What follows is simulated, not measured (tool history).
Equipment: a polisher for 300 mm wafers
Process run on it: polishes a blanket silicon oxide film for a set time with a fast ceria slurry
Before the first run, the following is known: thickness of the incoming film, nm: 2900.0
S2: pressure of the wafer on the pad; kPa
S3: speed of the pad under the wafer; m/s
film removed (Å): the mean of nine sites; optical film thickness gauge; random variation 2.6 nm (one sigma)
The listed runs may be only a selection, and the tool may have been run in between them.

run 1 hour=0.0 | flow_of_slurry_(ml/min)=215 S2=13.1 S3=0.82 polishing_time_(s)=34 | film_removed_(Å)=2475.3
run 2 hour=7.7 | flow_of_slurry_(ml/min)=215 S2=15.2 S3=0.82 polishing_time_(s)=34 | film_removed_(Å)=2828.0
run 3 hour=13.6 | flow_of_slurry_(ml/min)=215 S2=14.5 S3=0.82 polishing_time_(s)=34 | film_removed_(Å)=2708.9
run 4 hour=20.8 | flow_of_slurry_(ml/min)=215 S2=14.5 S3=0.82 polishing_time_(s)=31 | film_removed_(Å)=2451.7
run 5 hour=29.1 | flow_of_slurry_(ml/min)=215 S2=14.5 S3=0.82 polishing_time_(s)=34 | film_removed_(Å)=2695.4
run 6 hour=33.2 | flow_of_slurry_(ml/min)=215 S2=13.8 S3=0.82 polishing_time_(s)=34 | film_removed_(Å)=2593.7
run 7 hour=36.4 | flow_of_slurry_(ml/min)=215 S2=13.1 S3=0.82 polishing_time_(s)=34 | film_removed_(Å)=2521.1

The next listed run, before its measurement:
run 8 hour=43.4 | flow_of_slurry_(ml/min)=215 S2=12.4 S3=0.82 polishing_time_(s)=34 | film_removed_(Å)=?

{"run 8": {"film removed (Å)": 2347.9}}
